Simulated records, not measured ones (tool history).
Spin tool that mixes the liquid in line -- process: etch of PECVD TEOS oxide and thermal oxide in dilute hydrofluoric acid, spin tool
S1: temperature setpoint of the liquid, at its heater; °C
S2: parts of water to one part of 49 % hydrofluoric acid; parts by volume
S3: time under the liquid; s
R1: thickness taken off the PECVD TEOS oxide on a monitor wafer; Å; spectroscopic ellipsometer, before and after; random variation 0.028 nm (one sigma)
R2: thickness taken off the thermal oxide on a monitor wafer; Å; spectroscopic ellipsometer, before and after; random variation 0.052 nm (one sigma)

run    day    S1   S2  S3      R1      R2
  1      0    26  255  50  43.929  7.8521
  2  0.083  27.5  255  50  45.849  9.6104
  3  0.146  27.5  255  35    32.3  5.5995
  4  0.392  28.5  235  35  36.798  7.4338
  5  0.508  28.5  235  40  42.235  8.3742
  6  0.829  28.5  235  60  63.087  13.329

Estimate the outcome of run 7 from the log above:
  7  0.946  27.5  235  60   ?   ?

{"run 7": {"R1": 61.266, "R2": 10.721}}

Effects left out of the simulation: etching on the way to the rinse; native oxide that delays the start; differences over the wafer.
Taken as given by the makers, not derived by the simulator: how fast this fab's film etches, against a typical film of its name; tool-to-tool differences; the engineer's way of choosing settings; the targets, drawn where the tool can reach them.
